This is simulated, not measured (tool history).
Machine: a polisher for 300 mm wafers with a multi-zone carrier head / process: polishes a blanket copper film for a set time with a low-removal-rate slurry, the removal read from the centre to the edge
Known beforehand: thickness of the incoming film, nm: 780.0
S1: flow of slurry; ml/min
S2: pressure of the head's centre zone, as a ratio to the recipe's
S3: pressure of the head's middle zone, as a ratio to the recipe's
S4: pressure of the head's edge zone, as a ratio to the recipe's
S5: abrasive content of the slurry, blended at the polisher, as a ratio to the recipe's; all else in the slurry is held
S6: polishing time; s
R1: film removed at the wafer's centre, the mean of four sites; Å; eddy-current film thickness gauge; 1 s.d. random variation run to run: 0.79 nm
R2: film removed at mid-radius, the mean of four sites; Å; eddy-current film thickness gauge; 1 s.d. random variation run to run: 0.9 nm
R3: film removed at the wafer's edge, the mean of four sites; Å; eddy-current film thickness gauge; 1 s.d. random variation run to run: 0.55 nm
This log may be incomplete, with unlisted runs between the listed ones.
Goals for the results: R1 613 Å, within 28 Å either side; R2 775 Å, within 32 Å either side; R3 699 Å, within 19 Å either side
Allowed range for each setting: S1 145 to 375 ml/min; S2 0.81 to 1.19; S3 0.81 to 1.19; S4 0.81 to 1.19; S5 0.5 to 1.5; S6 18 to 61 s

run	day	S1	S2	S3	S4	S5	S6	R1	R2	R3
1	0	240	1	1	1	1	39	901.85	864.57	893.16
2	0.05	240	1	0.95	1	1	39	920.53	838.63	896.96
3	0.138	235	0.98	0.97	0.98	0.95	39	872.16	847.95	867.64
4	0.238	230	0.96	0.97	0.97	0.9	39	853.1	830.15	870.59
5	0.338	230	0.96	0.97	1.02	0.9	39	868.5	841.49	881.04
6	0.442	190	0.96	0.97	1.02	0.9	39	845.93	822.52	865.27
7	0.475	190	0.96	0.97	1.02	0.9	39	839.82	827.73	870.79
8	0.571	190	0.95	0.99	1	0.85	39	846.14	821.42	842.87
9	0.846	200	0.93	1.01	1.01	0.85	38	809.25	824.53	829.99

Of the 5 settings listed for the next run, only one would bring every result within its allowed miss of target. Which one?
A	1.121	160	0.87	1.08	0.9	0.95	31	?	?	?
B	1.121	195	0.88	1.19	0.97	1.05	30	?	?	?
C	1.121	220	0.81	1.09	0.94	0.95	32	?	?	?
D	1.121	200	0.99	0.95	1.07	0.75	46	?	?	?
E	1.121	180	0.88	1.19	0.97	0.95	30	?	?	?

move	R1	R2	R3
A	615.19	714.89	641.18
B	629.09	784.54	665.47
C	624	770.83	693.18
D	996.69	932.51	1008.4
E	610.67	762.36	648.16
A: corrects the largest miss of the last run, while another result sits out of spec
B: corrects the largest miss of the last run, while another result sits out of spec
C: meets every target
D: lands further from the targets than the last run did
E: corrects the largest miss of the last run, while another result sits out of spec
The right move is C.

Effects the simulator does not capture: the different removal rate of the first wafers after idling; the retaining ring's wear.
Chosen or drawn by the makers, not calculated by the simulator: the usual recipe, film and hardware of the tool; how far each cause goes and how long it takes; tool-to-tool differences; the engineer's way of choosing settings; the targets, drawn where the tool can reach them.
